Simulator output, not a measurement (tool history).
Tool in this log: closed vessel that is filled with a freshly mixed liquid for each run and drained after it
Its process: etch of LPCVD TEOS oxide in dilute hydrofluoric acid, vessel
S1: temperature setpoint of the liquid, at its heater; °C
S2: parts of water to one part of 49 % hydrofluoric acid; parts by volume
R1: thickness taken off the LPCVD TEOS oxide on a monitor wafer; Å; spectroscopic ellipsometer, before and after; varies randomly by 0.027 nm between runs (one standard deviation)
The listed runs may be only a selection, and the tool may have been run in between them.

{"run": 1, "hour": 0.0, "S1": 20, "S2": 105, "time in the liquid (s)": 30, "R1": 53.824}
{"run": 2, "hour": 1.1, "S1": 20, "S2": 85, "time in the liquid (s)": 30, "R1": 66.753}
{"run": 3, "hour": 2.2, "S1": 19.5, "S2": 95, "time in the liquid (s)": 30, "R1": 58.364}
{"run": 4, "hour": 6.8, "S1": 19.5, "S2": 95, "time in the liquid (s)": 30, "R1": 57.955}
{"run": 5, "hour": 8.7, "S1": 19.5, "S2": 60, "time in the liquid (s)": 30, "R1": 95.448}
{"run": 6, "hour": 12.0, "S1": 19.5, "S2": 60, "time in the liquid (s)": 30, "R1": 96.201}
{"run": 7, "hour": 13.3, "S1": 19, "S2": 70, "time in the liquid (s)": 30, "R1": 80.002}
{"run": 8, "hour": 14.0, "S1": 18.5, "S2": 80, "time in the liquid (s)": 30, "R1": 66.98}
{"run": 9, "hour": 18.7, "S1": 17, "S2": 120, "time in the liquid (s)": 30, "R1": 40.274}

What will run 10 give?
{"run": 10, "hour": 20.3, "S1": 17, "S2": 125, "time in the liquid (s)": 30, "R1": "?"}

R1: 38.925 Å
